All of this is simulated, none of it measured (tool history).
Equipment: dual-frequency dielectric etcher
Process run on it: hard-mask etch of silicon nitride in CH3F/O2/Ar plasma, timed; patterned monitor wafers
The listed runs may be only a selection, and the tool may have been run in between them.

run	hour	source power (kW)	bias power (kW)	etch time (s)	mean etch depth across the wafer (nm)
1	0	0.41	0.084	295.5	227.32
2	3.5	0.38	0.084	295.5	221.73
3	11.1	0.38	0.084	309	233.27
4	12.3	0.38	0.084	295.5	222.74
5	19.7	0.42	0.086	295.5	230.41
6	26.8	0.45	0.087	295.5	235.01

What will run 7 give?
7	31.2	0.47	0.089	296	?

mean etch depth across the wafer (nm): 239.53
